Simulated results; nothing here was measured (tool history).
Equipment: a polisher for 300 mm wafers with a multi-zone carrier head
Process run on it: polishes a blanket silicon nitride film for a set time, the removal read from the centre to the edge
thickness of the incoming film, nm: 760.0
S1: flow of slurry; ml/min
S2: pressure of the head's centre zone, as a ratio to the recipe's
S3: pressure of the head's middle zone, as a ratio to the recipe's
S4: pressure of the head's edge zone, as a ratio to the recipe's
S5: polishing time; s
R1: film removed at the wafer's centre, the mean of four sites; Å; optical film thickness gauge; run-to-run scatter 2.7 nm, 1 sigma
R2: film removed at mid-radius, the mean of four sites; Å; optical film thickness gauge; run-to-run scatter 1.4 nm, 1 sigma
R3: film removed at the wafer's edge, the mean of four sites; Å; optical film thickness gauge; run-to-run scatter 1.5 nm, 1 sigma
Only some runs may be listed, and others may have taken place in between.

Run 1, day 0.000: S1 200 ml/min, S2 1.00, S3 1.00, S4 1.00, S5 65 s. Result: R1 1155.40 Å, R2 1146.1 Å, R3 1156.50 Å.
Run 2, day 0.129: S1 200 ml/min, S2 1.00, S3 1.04, S4 1.00, S5 65 s. Result: R1 1151.50 Å, R2 1170.1 Å, R3 1121.80 Å.
Run 3, day 0.221: S1 220 ml/min, S2 1.00, S3 1.04, S4 1.00, S5 65 s. Result: R1 1138.50 Å, R2 1189.8 Å, R3 1138.50 Å.
Run 4, day 0.592: S1 220 ml/min, S2 1.00, S3 1.12, S4 1.00, S5 65 s. Result: R1 1150.20 Å, R2 1256.7 Å, R3 1129.60 Å.
Run 5, day 0.771: S1 220 ml/min, S2 1.00, S3 1.12, S4 1.00, S5 54 s. Result: R1 944.93 Å, R2 1047.0 Å, R3 952.54 Å.
Run 6, day 0.908: S1 220 ml/min, S2 1.02, S3 1.12, S4 1.01, S5 58 s. Result: R1 1054.40 Å, R2 1137.2 Å, R3 1041.50 Å.
Run 7, day 1.217: S1 215 ml/min, S2 1.04, S3 1.12, S4 1.01, S5 61 s. Result: R1 1132.60 Å, R2 1172.0 Å, R3 1059.40 Å.

What does the tool deliver on the next run?
Run 8, day 1.400: S1 220 ml/min, S2 1.06, S3 1.12, S4 1.03, S5 63 s. Result: R1 ?, R2 ?, R3 ?.

R1: 1164.60 Å
R2: 1219.0 Å
R3: 1126.60 Å
